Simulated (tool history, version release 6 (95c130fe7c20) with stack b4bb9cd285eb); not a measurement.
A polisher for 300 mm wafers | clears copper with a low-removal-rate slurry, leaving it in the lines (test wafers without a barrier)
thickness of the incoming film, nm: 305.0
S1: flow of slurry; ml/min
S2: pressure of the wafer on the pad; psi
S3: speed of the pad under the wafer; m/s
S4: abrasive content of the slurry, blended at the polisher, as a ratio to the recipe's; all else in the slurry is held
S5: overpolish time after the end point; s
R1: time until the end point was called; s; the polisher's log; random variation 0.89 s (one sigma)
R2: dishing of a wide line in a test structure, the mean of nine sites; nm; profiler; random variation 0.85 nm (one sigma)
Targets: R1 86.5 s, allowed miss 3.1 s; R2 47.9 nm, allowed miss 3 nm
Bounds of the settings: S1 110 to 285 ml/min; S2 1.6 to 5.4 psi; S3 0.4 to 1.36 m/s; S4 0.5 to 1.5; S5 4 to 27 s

| run | hour | S1 | S2 | S3 | S4 | S5 | R1 | R2 |
|---|---|---|---|---|---|---|---|---|
| 1 | 0 | 180 | 3.5 | 0.88 | 1 | 14 | 79.507 | 33.851 |
| 2 | 3.8 | 180 | 3.2 | 0.88 | 1 | 14 | 87.961 | 30.856 |
| 3 | 9.3 | 180 | 3.2 | 0.88 | 0.85 | 14 | 91.64 | 30.171 |
| 4 | 16.9 | 180 | 3.2 | 0.88 | 0.85 | 15 | 90.289 | 31.537 |
| 5 | 23.9 | 180 | 3.2 | 0.88 | 0.65 | 15 | 97.213 | 30.678 |
| 6 | 29.5 | 180 | 3.2 | 0.88 | 0.65 | 16 | 96.775 | 33.181 |
| 7 | 33.8 | 185 | 3.4 | 0.88 | 0.6 | 18 | 94.389 | 38.05 |
| 8 | 40.5 | 185 | 3.4 | 0.88 | 0.6 | 18 | 91.393 | 37.234 |
| 9 | 48.7 | 185 | 3.5 | 0.88 | 0.6 | 20 | 90.273 | 42.425 |
| 10 | 50.8 | 190 | 3.6 | 0.88 | 0.6 | 21 | 85.092 | 44.65 |

Which of these 5 next moves meets every target?
| A | 52.9 | 170 | 3.5 | 0.92 | 0.6 | 27 | ? | ? |
| B | 52.9 | 150 | 4.4 | 0.84 | 0.55 | 26 | ? | ? |
| C | 52.9 | 190 | 3.7 | 0.92 | 0.6 | 26 | ? | ? |
| D | 52.9 | 175 | 3.4 | 0.94 | 0.65 | 23 | ? | ? |
| E | 52.9 | 130 | 4.4 | 0.86 | 0.5 | 25 | ? | ? |

| move | R1 | R2 |
|---|---|---|
| A | 89.063 | 54.132 |
| B | 80.05 | 57.794 |
| C | 82.889 | 55.711 |
| D | 88.041 | 48.327 |
| E | 82.606 | 54.856 |
A: takes the result that was furthest off past its target
B: takes the result that was furthest off past its target
C: takes the result that was furthest off past its target
D: meets every target
E: takes the result that was furthest off past its target
Answer: D
